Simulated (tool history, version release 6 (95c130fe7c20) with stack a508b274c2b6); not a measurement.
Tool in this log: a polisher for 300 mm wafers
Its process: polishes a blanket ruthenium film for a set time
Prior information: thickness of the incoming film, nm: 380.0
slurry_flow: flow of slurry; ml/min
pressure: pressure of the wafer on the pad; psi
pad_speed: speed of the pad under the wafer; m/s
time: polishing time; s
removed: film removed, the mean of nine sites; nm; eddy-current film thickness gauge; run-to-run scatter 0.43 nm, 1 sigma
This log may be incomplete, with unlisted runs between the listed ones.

{"run": 1, "hour": 0.0, "slurry_flow": 320, "pressure": 2.6, "pad_speed": 0.92, "time": 59, "removed": 65.289}
{"run": 2, "hour": 4.4, "slurry_flow": 320, "pressure": 2.6, "pad_speed": 0.7, "time": 59, "removed": 53.634}
{"run": 3, "hour": 11.9, "slurry_flow": 320, "pressure": 2.5, "pad_speed": 0.7, "time": 59, "removed": 53.029}
{"run": 4, "hour": 16.5, "slurry_flow": 320, "pressure": 2.4, "pad_speed": 0.7, "time": 59, "removed": 51.401}
{"run": 5, "hour": 24.7, "slurry_flow": 275, "pressure": 2.4, "pad_speed": 0.7, "time": 59, "removed": 51.514}
{"run": 6, "hour": 31.8, "slurry_flow": 275, "pressure": 2.3, "pad_speed": 0.7, "time": 59, "removed": 48.37}
{"run": 7, "hour": 35.6, "slurry_flow": 275, "pressure": 2.2, "pad_speed": 0.7, "time": 59, "removed": 46.983}
{"run": 8, "hour": 36.9, "slurry_flow": 275, "pressure": 2.1, "pad_speed": 0.7, "time": 59, "removed": 44.421}

Run 9 is up next; what results do you expect?
{"run": 9, "hour": 41.3, "slurry_flow": 275, "pressure": 2.0, "pad_speed": 0.7, "time": 59, "removed": "?"}

For run 9 the tool returned removed 43.324 nm.
